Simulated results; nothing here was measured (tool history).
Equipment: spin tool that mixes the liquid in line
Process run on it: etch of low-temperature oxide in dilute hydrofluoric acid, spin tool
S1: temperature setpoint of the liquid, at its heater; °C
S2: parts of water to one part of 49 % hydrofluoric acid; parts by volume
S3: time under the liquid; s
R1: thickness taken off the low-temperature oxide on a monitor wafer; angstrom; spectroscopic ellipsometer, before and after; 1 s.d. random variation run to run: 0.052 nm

{"run": 1, "hour": 0.0, "S1": 26.0, "S2": 165, "S3": 100, "R1": 219.46}
{"run": 2, "hour": 6.3, "S1": 23.5, "S2": 165, "S3": 100, "R1": 200.3}
{"run": 3, "hour": 7.6, "S1": 23.5, "S2": 165, "S3": 110, "R1": 220.87}
{"run": 4, "hour": 8.4, "S1": 22.0, "S2": 165, "S3": 110, "R1": 208.07}
{"run": 5, "hour": 16.8, "S1": 19.0, "S2": 165, "S3": 110, "R1": 184.74}
{"run": 6, "hour": 18.1, "S1": 19.0, "S2": 165, "S3": 110, "R1": 184.87}
{"run": 7, "hour": 26.2, "S1": 18.5, "S2": 170, "S3": 110, "R1": 174.29}

The next listed run, before its measurement:
{"run": 8, "hour": 32.1, "S1": 18.0, "S2": 175, "S3": 110, "R1": "?"}

R1: 165.43 angstrom

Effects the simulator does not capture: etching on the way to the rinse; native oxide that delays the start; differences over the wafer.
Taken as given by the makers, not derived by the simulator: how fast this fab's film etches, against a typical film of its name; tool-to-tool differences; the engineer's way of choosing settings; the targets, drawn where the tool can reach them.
